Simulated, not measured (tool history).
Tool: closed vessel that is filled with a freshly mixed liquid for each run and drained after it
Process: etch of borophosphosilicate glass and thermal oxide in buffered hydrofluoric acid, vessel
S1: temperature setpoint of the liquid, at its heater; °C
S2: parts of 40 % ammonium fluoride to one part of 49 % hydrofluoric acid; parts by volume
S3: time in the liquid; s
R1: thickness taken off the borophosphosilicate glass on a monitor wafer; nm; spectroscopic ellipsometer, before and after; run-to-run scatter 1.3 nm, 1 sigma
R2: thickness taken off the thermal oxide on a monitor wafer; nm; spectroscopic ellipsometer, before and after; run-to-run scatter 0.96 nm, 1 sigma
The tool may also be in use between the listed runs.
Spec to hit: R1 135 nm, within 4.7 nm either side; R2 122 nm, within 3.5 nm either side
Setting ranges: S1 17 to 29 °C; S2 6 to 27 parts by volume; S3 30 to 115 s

{"run": 1, "hour": 0.0, "S1": 21, "S2": 16.5, "S3": 60, "R1": 40.96, "R2": 36.673}
{"run": 2, "hour": 2.5, "S1": 21, "S2": 13, "S3": 60, "R1": 51.323, "R2": 46.852}
{"run": 3, "hour": 6.8, "S1": 22, "S2": 12, "S3": 60, "R1": 59.949, "R2": 53.499}
{"run": 4, "hour": 7.9, "S1": 22.5, "S2": 11.5, "S3": 60, "R1": 63.591, "R2": 57.374}
{"run": 5, "hour": 11.9, "S1": 22.5, "S2": 11.5, "S3": 85, "R1": 90.132, "R2": 81.018}
{"run": 6, "hour": 16.6, "S1": 23, "S2": 11.5, "S3": 85, "R1": 93.277, "R2": 84.991}
{"run": 7, "hour": 20.6, "S1": 23.5, "S2": 11.5, "S3": 85, "R1": 93.297, "R2": 86.077}
{"run": 8, "hour": 23.0, "S1": 24, "S2": 11, "S3": 85, "R1": 103.79, "R2": 92.187}
{"run": 9, "hour": 28.3, "S1": 24.5, "S2": 11, "S3": 85, "R1": 105.32, "R2": 94.733}

Consider the 4 candidate settings below. Which is the only one whose results all fall within their allowed miss of target?
{"run": "A", "hour": 33.6, "S1": 27.5, "S2": 12, "S3": 100, "R1": "?", "R2": "?"}
{"run": "B", "hour": 33.6, "S1": 26.5, "S2": 11.5, "S3": 95, "R1": "?", "R2": "?"}
{"run": "C", "hour": 33.6, "S1": 23.5, "S2": 8, "S3": 80, "R1": "?", "R2": "?"}
{"run": "D", "hour": 33.6, "S1": 23.5, "S2": 9.5, "S3": 95, "R1": "?", "R2": "?"}

move=A R1=130.96 R2=119.25
move=B R1=123.03 R2=111.94
move=C R1=123.11 R2=111.47
move=D R1=124.15 R2=112.6
A: all results land within tolerance of their targets
B: closer than the last run, but not yet in spec
C: closer than the last run, but not yet in spec
D: closer than the last run, but not yet in spec
The move that meets every target is A.
